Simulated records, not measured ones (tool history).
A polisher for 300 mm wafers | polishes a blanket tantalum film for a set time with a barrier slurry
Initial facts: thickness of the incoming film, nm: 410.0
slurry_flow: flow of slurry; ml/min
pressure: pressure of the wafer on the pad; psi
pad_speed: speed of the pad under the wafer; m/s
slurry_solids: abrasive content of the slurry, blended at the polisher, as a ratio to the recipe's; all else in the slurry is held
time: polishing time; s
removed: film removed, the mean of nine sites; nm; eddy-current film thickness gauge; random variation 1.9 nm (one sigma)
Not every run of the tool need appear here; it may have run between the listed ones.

run,hour,slurry_flow,pressure,pad_speed,slurry_solids,time,removed
1,0,260,2.3,1.18,1,84,199.64
2,4.5,260,2.3,1.18,1.2,84,212.37
3,8.8,260,2.3,1.38,1.2,84,238.05
4,16.3,260,2.3,1.38,1.2,88,245.67
5,20.8,260,2.1,1.38,1.2,88,224.42
6,25.6,260,1.9,1.38,1.2,88,208.29
7,32.8,260,1.8,1.38,1.2,88,201.32
# hour 40.5: head pressure recalibrated
8,40.5,260,1.8,1.38,1.2,88,216.69

Run 9 comes next. What will it give?
9,42.8,260,1.6,1.38,1.2,88,?

{"run 9": {"removed": 193.59}}
